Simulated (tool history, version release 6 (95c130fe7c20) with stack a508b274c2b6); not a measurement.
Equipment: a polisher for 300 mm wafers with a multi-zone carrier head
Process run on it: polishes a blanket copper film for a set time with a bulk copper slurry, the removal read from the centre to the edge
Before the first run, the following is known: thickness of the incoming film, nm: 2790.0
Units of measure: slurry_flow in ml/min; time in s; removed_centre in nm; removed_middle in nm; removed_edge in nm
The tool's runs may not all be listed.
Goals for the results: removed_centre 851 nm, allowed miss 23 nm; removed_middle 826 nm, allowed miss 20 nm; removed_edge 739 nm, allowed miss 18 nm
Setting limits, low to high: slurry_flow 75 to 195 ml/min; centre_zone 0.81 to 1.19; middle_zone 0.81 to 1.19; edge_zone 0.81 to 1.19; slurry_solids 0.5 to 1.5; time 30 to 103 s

Run 1, hour 0: slurry_flow 125 ml/min, centre_zone 1, middle_zone 1, edge_zone 1, slurry_solids 1, time 66 s. Result: removed_centre 510.01 nm, removed_middle 500.39 nm, removed_edge 492.86 nm.
Run 2, hour 1: slurry_flow 130 ml/min, centre_zone 1.02, middle_zone 1.02, edge_zone 1.02, slurry_solids 1.05, time 67 s. Result: removed_centre 537.09 nm, removed_middle 523.91 nm, removed_edge 517.05 nm.
Run 3, hour 8.8: slurry_flow 140 ml/min, centre_zone 1.04, middle_zone 1.04, edge_zone 1.03, slurry_solids 1.1, time 68 s. Result: removed_centre 566.66 nm, removed_middle 562.73 nm, removed_edge 532.05 nm.
Run 4, hour 10.5: slurry_flow 140 ml/min, centre_zone 1.04, middle_zone 1.04, edge_zone 1.03, slurry_solids 1.1, time 80 s. Result: removed_centre 667.09 nm, removed_middle 647.35 nm, removed_edge 633.56 nm.
Run 5, hour 11.5: slurry_flow 140 ml/min, centre_zone 1.04, middle_zone 1.04, edge_zone 1.03, slurry_solids 1.1, time 67 s. Result: removed_centre 560.66 nm, removed_middle 542.56 nm, removed_edge 522.07 nm.
Run 6, hour 16.7: slurry_flow 140 ml/min, centre_zone 1.04, middle_zone 1.04, edge_zone 1.03, slurry_solids 0.95, time 67 s. Result: removed_centre 539.35 nm, removed_middle 527.32 nm, removed_edge 507.47 nm.
Run 7, hour 18.7: slurry_flow 145 ml/min, centre_zone 1.05, middle_zone 1.06, edge_zone 1.04, slurry_solids 1, time 69 s. Result: removed_centre 571.65 nm, removed_middle 562.23 nm, removed_edge 537.06 nm.
Run 8, hour 25.7: slurry_flow 150 ml/min, centre_zone 1.07, middle_zone 1.07, edge_zone 1.05, slurry_solids 1.05, time 70 s. Result: removed_centre 610.35 nm, removed_middle 575.59 nm, removed_edge 553.89 nm.
Run 9, hour 30.7: slurry_flow 185 ml/min, centre_zone 1.06, middle_zone 1.17, edge_zone 1.07, slurry_solids 1.3, time 84 s. Result: removed_centre 787.75 nm, removed_middle 809.84 nm, removed_edge 729.41 nm.
Run 10, hour 35.3: slurry_flow 185 ml/min, centre_zone 1.07, middle_zone 1.17, edge_zone 1.07, slurry_solids 1.3, time 84 s. Result: removed_centre 788.48 nm, removed_middle 824.78 nm, removed_edge 723.75 nm.
Run 11, hour 40.5: slurry_flow 185 ml/min, centre_zone 1.08, middle_zone 1.17, edge_zone 1.07, slurry_solids 1.3, time 84 s. Result: removed_centre 781.63 nm, removed_middle 811.97 nm, removed_edge 709.51 nm.
Run 12, hour 43.2: slurry_flow 185 ml/min, centre_zone 1.09, middle_zone 1.17, edge_zone 1.08, slurry_solids 1.3, time 84 s. Result: removed_centre 809.37 nm, removed_middle 818.06 nm, removed_edge 733.6 nm.

4 next moves are on the table. One of them brings every result within its allowed miss. Which?
Run A, hour 45.9: slurry_flow 190 ml/min, centre_zone 1.03, middle_zone 1.19, edge_zone 1.05, slurry_solids 1.5, time 82 s. Result: removed_centre ?, removed_middle ?, removed_edge ?.
Run B, hour 45.9: slurry_flow 165 ml/min, centre_zone 1.05, middle_zone 1.16, edge_zone 1.11, slurry_solids 1.3, time 87 s. Result: removed_centre ?, removed_middle ?, removed_edge ?.
Run C, hour 45.9: slurry_flow 190 ml/min, centre_zone 1.01, middle_zone 1.16, edge_zone 1.13, slurry_solids 1.5, time 81 s. Result: removed_centre ?, removed_middle ?, removed_edge ?.
Run D, hour 45.9: slurry_flow 195 ml/min, centre_zone 1.17, middle_zone 1.19, edge_zone 1.18, slurry_solids 1.45, time 80 s. Result: removed_centre ?, removed_middle ?, removed_edge ?.

move  removed_centre  removed_middle  removed_edge
   A          764.84          853.86        725.11
   B          780.96           838.6        753.13
   C          740.58          825.03        743.55
   D          844.56          828.16        746.32
A: further off than the last run
B: further off than the last run
C: further off than the last run
D: all results land within tolerance of their targets
Correct choice: D, which meets every target

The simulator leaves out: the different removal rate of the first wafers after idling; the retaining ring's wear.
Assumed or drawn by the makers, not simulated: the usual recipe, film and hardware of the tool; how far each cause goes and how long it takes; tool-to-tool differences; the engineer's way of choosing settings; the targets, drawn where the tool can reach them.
